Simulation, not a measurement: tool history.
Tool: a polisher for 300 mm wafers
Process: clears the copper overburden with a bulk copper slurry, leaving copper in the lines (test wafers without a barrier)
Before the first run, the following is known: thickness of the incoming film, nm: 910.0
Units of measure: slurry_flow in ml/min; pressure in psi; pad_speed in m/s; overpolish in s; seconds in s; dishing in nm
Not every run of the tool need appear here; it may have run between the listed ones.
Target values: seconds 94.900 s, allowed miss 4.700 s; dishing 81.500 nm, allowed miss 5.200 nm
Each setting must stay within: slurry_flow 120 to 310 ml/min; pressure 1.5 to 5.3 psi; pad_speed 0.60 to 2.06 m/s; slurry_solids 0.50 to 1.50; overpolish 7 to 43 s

{"run": 1, "hour": 0.0, "slurry_flow": 200, "pressure": 3.4, "pad_speed": 1.32, "slurry_solids": 1.0, "overpolish": 22, "seconds": 65.531, "dishing": 110.07}
{"run": 2, "hour": 7.8, "slurry_flow": 200, "pressure": 3.3, "pad_speed": 1.32, "slurry_solids": 1.0, "overpolish": 22, "seconds": 67.511, "dishing": 107.15}
{"run": 3, "hour": 14.0, "slurry_flow": 200, "pressure": 3.3, "pad_speed": 1.32, "slurry_solids": 1.0, "overpolish": 15, "seconds": 67.133, "dishing": 87.594}
{"run": 4, "hour": 21.3, "slurry_flow": 200, "pressure": 3.2, "pad_speed": 1.32, "slurry_solids": 1.0, "overpolish": 16, "seconds": 66.05, "dishing": 91.061}
{"run": 5, "hour": 23.1, "slurry_flow": 200, "pressure": 3.2, "pad_speed": 1.16, "slurry_solids": 1.0, "overpolish": 16, "seconds": 80.398, "dishing": 84.884}
{"hour": 30.2, "done": "slurry blender recalibrated"}
{"run": 6, "hour": 30.2, "slurry_flow": 200, "pressure": 3.1, "pad_speed": 1.16, "slurry_solids": 1.0, "overpolish": 16, "seconds": 75.807, "dishing": 84.965}
{"run": 7, "hour": 36.3, "slurry_flow": 195, "pressure": 2.1, "pad_speed": 1.06, "slurry_solids": 1.0, "overpolish": 23, "seconds": 120.31, "dishing": 72.689}
{"run": 8, "hour": 42.3, "slurry_flow": 195, "pressure": 2.2, "pad_speed": 1.06, "slurry_solids": 1.0, "overpolish": 23, "seconds": 115.73, "dishing": 75.511}
{"run": 9, "hour": 49.1, "slurry_flow": 200, "pressure": 2.9, "pad_speed": 1.1, "slurry_solids": 1.0, "overpolish": 20, "seconds": 87.136, "dishing": 84.792}

Consider the 4 candidate settings below. Which is the only one whose results all fall within their allowed miss of target?
{"run": "A", "hour": 55.9, "slurry_flow": 260, "pressure": 3.5, "pad_speed": 0.9, "slurry_solids": 1.15, "overpolish": 19, "seconds": "?", "dishing": "?"}
{"run": "B", "hour": 55.9, "slurry_flow": 175, "pressure": 2.5, "pad_speed": 1.24, "slurry_solids": 1.15, "overpolish": 20, "seconds": "?", "dishing": "?"}
{"run": "C", "hour": 55.9, "slurry_flow": 195, "pressure": 2.3, "pad_speed": 1.28, "slurry_solids": 0.85, "overpolish": 21, "seconds": "?", "dishing": "?"}
{"run": "D", "hour": 55.9, "slurry_flow": 145, "pressure": 2.5, "pad_speed": 1.0, "slurry_solids": 1.4, "overpolish": 21, "seconds": "?", "dishing": "?"}

move=A seconds=83.957 dishing=90.153
move=B seconds=88.907 dishing=85.079
move=C seconds=97.063 dishing=81.864
move=D seconds=108.220 dishing=77.567
A: the biggest miss grows against the last run
B: moves toward the targets from the last run without getting all of them in spec
C: hits every target within its allowed miss
D: the result that was furthest off in the last run now lies on the other side of its target
Move C is the one to make.

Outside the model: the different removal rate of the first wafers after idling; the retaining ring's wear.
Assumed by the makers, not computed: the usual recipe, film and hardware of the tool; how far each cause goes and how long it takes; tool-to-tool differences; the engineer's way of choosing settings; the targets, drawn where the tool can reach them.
